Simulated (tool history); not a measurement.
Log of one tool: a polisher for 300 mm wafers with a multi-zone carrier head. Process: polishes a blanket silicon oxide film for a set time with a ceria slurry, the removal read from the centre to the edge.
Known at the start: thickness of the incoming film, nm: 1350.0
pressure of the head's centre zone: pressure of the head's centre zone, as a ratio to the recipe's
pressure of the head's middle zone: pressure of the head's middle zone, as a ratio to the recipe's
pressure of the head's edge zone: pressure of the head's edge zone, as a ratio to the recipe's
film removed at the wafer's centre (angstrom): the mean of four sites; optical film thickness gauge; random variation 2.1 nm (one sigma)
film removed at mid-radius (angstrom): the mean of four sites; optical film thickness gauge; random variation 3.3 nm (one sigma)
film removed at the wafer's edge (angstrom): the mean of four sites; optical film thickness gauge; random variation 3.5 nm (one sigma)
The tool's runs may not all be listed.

run,hour,flow of slurry (ml/min),pressure of the head's centre zone,pressure of the head's middle zone,pressure of the head's edge zone,polishing time (s),film removed at the wafer's centre (angstrom),film removed at mid-radius (angstrom),film removed at the wafer's edge (angstrom)
1,0.0,310,1.00,1.00,1.00,72,2409.3,2396.9,2219.0
2,5.7,235,1.00,1.00,1.00,72,2334.2,2219.7,2258.2
3,7.3,235,1.00,0.95,1.00,72,2311.0,2201.9,2203.0
4,10.7,265,0.98,0.98,1.01,74,2378.6,2347.0,2367.1
5,16.2,265,1.06,0.98,1.01,74,2593.7,2308.2,2332.1
6,18.8,290,1.04,1.01,1.02,75,2612.8,2428.9,2398.9

Run 7 comes next. What will it give?
7,21.4,310,1.02,1.04,1.03,76,?,?,?

{"run 7": {"film removed at the wafer's centre (angstrom)": 2587.7, "film removed at mid-radius (angstrom)": 2549.5, "film removed at the wafer's edge (angstrom)": 2433.9}}
